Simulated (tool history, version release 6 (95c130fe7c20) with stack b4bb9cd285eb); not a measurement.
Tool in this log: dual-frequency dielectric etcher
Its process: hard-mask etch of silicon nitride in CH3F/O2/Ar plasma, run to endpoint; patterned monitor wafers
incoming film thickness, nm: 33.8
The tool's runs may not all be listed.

run 1 hour=0 | source_power_(kW)=0.5 bias_power_(kW)=0.058 | endpoint_time_(s)=47.879
run 2 hour=5.4 | source_power_(kW)=0.5 bias_power_(kW)=0.062 | endpoint_time_(s)=46.729
run 3 hour=11.7 | source_power_(kW)=0.47 bias_power_(kW)=0.062 | endpoint_time_(s)=48.606
run 4 hour=14.8 | source_power_(kW)=0.45 bias_power_(kW)=0.062 | endpoint_time_(s)=49.769
run 5 hour=21 | source_power_(kW)=0.45 bias_power_(kW)=0.072 | endpoint_time_(s)=46.917
run 6 hour=21.5 | source_power_(kW)=0.43 bias_power_(kW)=0.071 | endpoint_time_(s)=48.577
run 7 hour=27.1 | source_power_(kW)=0.41 bias_power_(kW)=0.071 | endpoint_time_(s)=49.79

What does the tool deliver on the next run?
run 8 hour=34.8 | source_power_(kW)=0.4 bias_power_(kW)=0.071 | endpoint_time_(s)=?

endpoint time (s): 50.444

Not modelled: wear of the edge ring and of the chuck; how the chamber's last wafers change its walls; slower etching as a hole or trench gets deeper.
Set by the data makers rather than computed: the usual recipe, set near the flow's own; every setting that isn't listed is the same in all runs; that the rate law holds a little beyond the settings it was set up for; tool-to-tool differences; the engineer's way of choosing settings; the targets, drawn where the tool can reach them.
